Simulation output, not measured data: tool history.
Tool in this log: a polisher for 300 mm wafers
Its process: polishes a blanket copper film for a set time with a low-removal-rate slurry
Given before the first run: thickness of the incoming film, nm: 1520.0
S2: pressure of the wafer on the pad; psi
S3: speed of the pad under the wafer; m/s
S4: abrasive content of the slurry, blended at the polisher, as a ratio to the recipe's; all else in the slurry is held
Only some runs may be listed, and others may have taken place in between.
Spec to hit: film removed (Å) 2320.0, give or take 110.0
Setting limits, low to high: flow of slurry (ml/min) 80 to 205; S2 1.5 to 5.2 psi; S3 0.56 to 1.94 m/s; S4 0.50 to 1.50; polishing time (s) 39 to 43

{"run": 1, "hour": 0.0, "flow of slurry (ml/min)": 135, "S2": 3.3, "S3": 1.24, "S4": 1.0, "polishing time (s)": 43, "film removed (Å)": 1736.9}
{"run": 2, "hour": 1.9, "flow of slurry (ml/min)": 135, "S2": 3.5, "S3": 1.24, "S4": 1.0, "polishing time (s)": 43, "film removed (Å)": 1804.6}
{"run": 3, "hour": 6.4, "flow of slurry (ml/min)": 135, "S2": 3.7, "S3": 1.24, "S4": 1.0, "polishing time (s)": 43, "film removed (Å)": 1906.6}
{"run": 4, "hour": 14.5, "flow of slurry (ml/min)": 135, "S2": 3.7, "S3": 1.24, "S4": 1.2, "polishing time (s)": 43, "film removed (Å)": 1993.8}
{"run": 5, "hour": 19.9, "flow of slurry (ml/min)": 150, "S2": 3.7, "S3": 1.24, "S4": 1.2, "polishing time (s)": 43, "film removed (Å)": 2055.6}
{"run": 6, "hour": 28.5, "flow of slurry (ml/min)": 150, "S2": 3.7, "S3": 1.1, "S4": 1.2, "polishing time (s)": 43, "film removed (Å)": 1820.1}
{"run": 7, "hour": 32.6, "flow of slurry (ml/min)": 150, "S2": 3.7, "S3": 1.1, "S4": 1.2, "polishing time (s)": 43, "film removed (Å)": 1797.6}
{"run": 8, "hour": 33.4, "flow of slurry (ml/min)": 150, "S2": 3.9, "S3": 1.1, "S4": 1.2, "polishing time (s)": 43, "film removed (Å)": 1837.9}
{"run": 9, "hour": 35.9, "flow of slurry (ml/min)": 150, "S2": 4.2, "S3": 1.12, "S4": 1.2, "polishing time (s)": 43, "film removed (Å)": 2102.5}
{"run": 10, "hour": 41.7, "flow of slurry (ml/min)": 150, "S2": 4.3, "S3": 1.12, "S4": 1.2, "polishing time (s)": 43, "film removed (Å)": 2133.6}
{"run": 11, "hour": 50.7, "flow of slurry (ml/min)": 150, "S2": 4.4, "S3": 1.12, "S4": 1.2, "polishing time (s)": 43, "film removed (Å)": 2151.9}

Which one of the following 5 next-run settings gets every result inside its allowed miss? There is exactly one.
{"run": "A", "hour": 59.7, "flow of slurry (ml/min)": 145, "S2": 4.4, "S3": 1.2, "S4": 1.15, "polishing time (s)": 43, "film removed (Å)": "?"}
{"run": "B", "hour": 59.7, "flow of slurry (ml/min)": 130, "S2": 4.6, "S3": 1.12, "S4": 1.15, "polishing time (s)": 39, "film removed (Å)": "?"}
{"run": "C", "hour": 59.7, "flow of slurry (ml/min)": 145, "S2": 4.7, "S3": 0.98, "S4": 1.0, "polishing time (s)": 43, "film removed (Å)": "?"}
{"run": "D", "hour": 59.7, "flow of slurry (ml/min)": 120, "S2": 4.3, "S3": 1.14, "S4": 1.25, "polishing time (s)": 41, "film removed (Å)": "?"}
{"run": "E", "hour": 59.7, "flow of slurry (ml/min)": 140, "S2": 4.0, "S3": 1.02, "S4": 1.35, "polishing time (s)": 43, "film removed (Å)": "?"}

move=A film_removed_(Å)=2312.8
move=B film_removed_(Å)=2003.8
move=C film_removed_(Å)=1968.9
move=D film_removed_(Å)=2005.8
move=E film_removed_(Å)=1852.2
A: in spec on every target
B: the biggest miss grows against the last run
C: the biggest miss grows against the last run
D: the biggest miss grows against the last run
E: the biggest miss grows against the last run
The move that meets every target is A.

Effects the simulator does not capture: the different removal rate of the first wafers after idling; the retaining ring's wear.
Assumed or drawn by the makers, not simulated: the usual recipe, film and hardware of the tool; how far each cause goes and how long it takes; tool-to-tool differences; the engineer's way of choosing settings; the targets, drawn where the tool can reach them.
